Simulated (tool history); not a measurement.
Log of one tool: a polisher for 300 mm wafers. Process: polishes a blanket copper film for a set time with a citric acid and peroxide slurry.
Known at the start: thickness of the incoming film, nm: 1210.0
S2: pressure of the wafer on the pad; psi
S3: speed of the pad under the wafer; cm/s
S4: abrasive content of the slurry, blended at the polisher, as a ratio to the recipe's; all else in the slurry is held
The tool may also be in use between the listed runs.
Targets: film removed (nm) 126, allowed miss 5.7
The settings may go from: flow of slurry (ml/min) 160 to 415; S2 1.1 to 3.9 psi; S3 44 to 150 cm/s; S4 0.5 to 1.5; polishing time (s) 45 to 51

{"run": 1, "hour": 0.0, "flow of slurry (ml/min)": 265, "S2": 2.5, "S3": 96, "S4": 1, "polishing time (s)": 51, "film removed (nm)": 86.95}
{"run": 2, "hour": 7.3, "flow of slurry (ml/min)": 265, "S2": 1.9, "S3": 96, "S4": 1, "polishing time (s)": 51, "film removed (nm)": 67.185}
{"run": 3, "hour": 9.1, "flow of slurry (ml/min)": 265, "S2": 2.4, "S3": 98, "S4": 1, "polishing time (s)": 51, "film removed (nm)": 85.781}
{"run": 4, "hour": 17.9, "flow of slurry (ml/min)": 265, "S2": 2.4, "S3": 98, "S4": 0.85, "polishing time (s)": 51, "film removed (nm)": 83.236}
{"run": 5, "hour": 26.6, "flow of slurry (ml/min)": 265, "S2": 2.7, "S3": 98, "S4": 0.85, "polishing time (s)": 51, "film removed (nm)": 93.434}
{"run": 6, "hour": 31.5, "flow of slurry (ml/min)": 265, "S2": 2.1, "S3": 98, "S4": 0.85, "polishing time (s)": 51, "film removed (nm)": 73.23}
{"run": 7, "hour": 39.3, "flow of slurry (ml/min)": 265, "S2": 2.5, "S3": 100, "S4": 0.85, "polishing time (s)": 51, "film removed (nm)": 86.557}
{"run": 8, "hour": 46.0, "flow of slurry (ml/min)": 265, "S2": 2.8, "S3": 100, "S4": 0.85, "polishing time (s)": 51, "film removed (nm)": 98.522}

5 next moves are on the table. One of them brings every result within its allowed miss. Which?
{"run": "A", "hour": 52.7, "flow of slurry (ml/min)": 260, "S2": 3.2, "S3": 112, "S4": 0.9, "polishing time (s)": 51, "film removed (nm)": "?"}
{"run": "B", "hour": 52.7, "flow of slurry (ml/min)": 275, "S2": 2.8, "S3": 84, "S4": 0.85, "polishing time (s)": 45, "film removed (nm)": "?"}
{"run": "C", "hour": 52.7, "flow of slurry (ml/min)": 220, "S2": 3.9, "S3": 110, "S4": 0.85, "polishing time (s)": 49, "film removed (nm)": "?"}
{"run": "D", "hour": 52.7, "flow of slurry (ml/min)": 300, "S2": 3.3, "S3": 120, "S4": 0.95, "polishing time (s)": 51, "film removed (nm)": "?"}
{"run": "E", "hour": 52.7, "flow of slurry (ml/min)": 285, "S2": 3.4, "S3": 118, "S4": 0.95, "polishing time (s)": 51, "film removed (nm)": "?"}

move=A film_removed_(nm)=123.85
move=B film_removed_(nm)=75.632
move=C film_removed_(nm)=138.67
move=D film_removed_(nm)=138.17
move=E film_removed_(nm)=139.65
A: meets every target
B: further off than the last run
C: takes the result that was furthest off past its target
D: takes the result that was furthest off past its target
E: takes the result that was furthest off past its target
Answer: A
